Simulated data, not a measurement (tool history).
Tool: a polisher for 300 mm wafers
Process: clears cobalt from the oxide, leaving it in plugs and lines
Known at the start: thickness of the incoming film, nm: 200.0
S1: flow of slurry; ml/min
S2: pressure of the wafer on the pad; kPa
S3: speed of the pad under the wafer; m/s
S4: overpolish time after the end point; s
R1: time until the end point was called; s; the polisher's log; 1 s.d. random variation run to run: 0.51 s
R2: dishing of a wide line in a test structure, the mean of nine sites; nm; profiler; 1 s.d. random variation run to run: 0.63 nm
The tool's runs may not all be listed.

{"run": 1, "hour": 0.0, "S1": 320, "S2": 12.4, "S3": 0.9, "S4": 17, "R1": 43.33, "R2": 37.124}
{"run": 2, "hour": 0.8, "S1": 320, "S2": 10.3, "S3": 0.9, "S4": 17, "R1": 50.66, "R2": 35.097}
{"run": 3, "hour": 8.5, "S1": 275, "S2": 10.3, "S3": 0.9, "S4": 17, "R1": 51.77, "R2": 33.208}
{"run": 4, "hour": 14.7, "S1": 265, "S2": 11, "S3": 0.92, "S4": 15, "R1": 48.596, "R2": 33.72}
{"run": 5, "hour": 17.4, "S1": 265, "S2": 9, "S3": 0.92, "S4": 15, "R1": 59.815, "R2": 30.961}
{"run": 6, "hour": 18.2, "S1": 255, "S2": 9.7, "S3": 0.92, "S4": 14, "R1": 55.373, "R2": 29.69}
{"run": 7, "hour": 24.1, "S1": 245, "S2": 10.3, "S3": 0.92, "S4": 13, "R1": 52.996, "R2": 31.04}

Forecast run 8:
{"run": 8, "hour": 25.8, "S1": 235, "S2": 10.3, "S3": 0.96, "S4": 12, "R1": "?", "R2": "?"}

Logged for run 8: R1 50.192 s, R2 27.937 nm.
